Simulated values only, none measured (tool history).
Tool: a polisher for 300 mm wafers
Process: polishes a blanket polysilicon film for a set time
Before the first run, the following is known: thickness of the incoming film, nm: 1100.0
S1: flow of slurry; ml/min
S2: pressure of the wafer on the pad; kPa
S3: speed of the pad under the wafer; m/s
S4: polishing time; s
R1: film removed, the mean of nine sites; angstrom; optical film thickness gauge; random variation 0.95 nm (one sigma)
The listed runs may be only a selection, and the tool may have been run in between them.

run    day   S1    S2    S3  S4      R1
  1      0  195  12.4   0.9  55  2282.5
  2  0.254  190    11  0.88  55  2015.5
  3  0.296  185   9.7  0.86  55  1688.4
  4  0.342  180     9  0.86  55  1604.7
  5  0.575  180     9  0.86  50  1424.8
  6  0.792  175   8.3  0.86  50  1333.2
  7  0.925  165   8.3  0.86  50  1320.3
  8  0.988  155   8.3  0.86  50  1307.5

The next listed run, before its measurement:
  9  1.008  150  8.3  0.86  50   ?

{"run 9": {"R1": 1304.6}}

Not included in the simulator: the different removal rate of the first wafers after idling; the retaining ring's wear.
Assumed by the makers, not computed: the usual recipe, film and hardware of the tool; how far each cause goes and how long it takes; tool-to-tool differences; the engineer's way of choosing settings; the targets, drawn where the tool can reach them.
